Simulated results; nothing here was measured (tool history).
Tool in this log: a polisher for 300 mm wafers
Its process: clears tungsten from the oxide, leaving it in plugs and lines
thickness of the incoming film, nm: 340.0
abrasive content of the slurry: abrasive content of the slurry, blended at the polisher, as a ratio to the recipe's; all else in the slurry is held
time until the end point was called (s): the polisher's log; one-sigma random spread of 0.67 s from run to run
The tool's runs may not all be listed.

| run | hour | flow of slurry (ml/min) | pressure of the wafer on the pad (psi) | speed of the pad under the wafer (m/s) | abrasive content of the slurry | overpolish time after the end point (s) | time until the end point was called (s) |
|---|---|---|---|---|---|---|---|
| 1 | 0 | 305 | 4 | 1.18 | 1 | 38 | 61.268 |
| 2 | 7.8 | 250 | 4 | 1.18 | 1 | 38 | 61.913 |
| 3 | 10.9 | 250 | 3.9 | 1.18 | 1 | 38 | 63.874 |
| 4 | 19.3 | 250 | 3.9 | 0.94 | 1 | 38 | 79.698 |
| 5 | 22.4 | 250 | 3.9 | 0.94 | 0.8 | 38 | 84.028 |
| 6 | 26.7 | 250 | 3.9 | 0.94 | 0.95 | 38 | 80.777 |
| 7 | 29 | 250 | 3.9 | 0.94 | 0.95 | 38 | 80.5 |

Run 8 is up next; what results do you expect?
| 8 | 34.7 | 250 | 4 | 0.94 | 0.95 | 38 | ? |

Run 8 yielded time until the end point was called (s) 78.67.
